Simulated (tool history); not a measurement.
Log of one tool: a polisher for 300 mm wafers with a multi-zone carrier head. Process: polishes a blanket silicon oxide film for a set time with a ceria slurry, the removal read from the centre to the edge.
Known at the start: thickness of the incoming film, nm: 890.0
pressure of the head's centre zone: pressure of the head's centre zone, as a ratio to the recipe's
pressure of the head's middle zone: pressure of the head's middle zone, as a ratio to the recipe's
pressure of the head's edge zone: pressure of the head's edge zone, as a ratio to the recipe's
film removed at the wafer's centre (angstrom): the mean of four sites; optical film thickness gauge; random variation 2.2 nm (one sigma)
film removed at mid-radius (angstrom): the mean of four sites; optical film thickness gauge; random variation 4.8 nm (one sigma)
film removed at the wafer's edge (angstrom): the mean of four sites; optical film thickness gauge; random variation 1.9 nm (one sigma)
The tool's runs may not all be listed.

run	hour	flow of slurry (ml/min)	pressure of the head's centre zone	pressure of the head's middle zone	pressure of the head's edge zone	polishing time (s)	film removed at the wafer's centre (angstrom)	film removed at mid-radius (angstrom)	film removed at the wafer's edge (angstrom)
1	0	135	1	1	1	66	2793.3	2808.2	2751.4
2	7.7	135	1	1.03	1	66	2780.7	2899.4	2700.5
3	16.2	145	1	1.04	1.02	67	2849.1	3001.6	2838.9
4	18.9	145	1	1.04	1.02	77	3325.9	3472.8	3232.4
5	26.2	145	1	1.04	1.07	77	3262.8	3437.3	3269.3
6	32.1	140	1	1.05	1.06	77	3235.1	3513.1	3237.7
7	35.2	140	1	1.05	1.06	77	3252.3	3501.5	3238.2

The next listed run, before its measurement:
8	43.8	135	1	1.05	1.06	77	?	?	?

Run 8 gave film removed at the wafer's centre (angstrom) 3217, film removed at mid-radius (angstrom) 3493.7, film removed at the wafer's edge (angstrom) 3228.
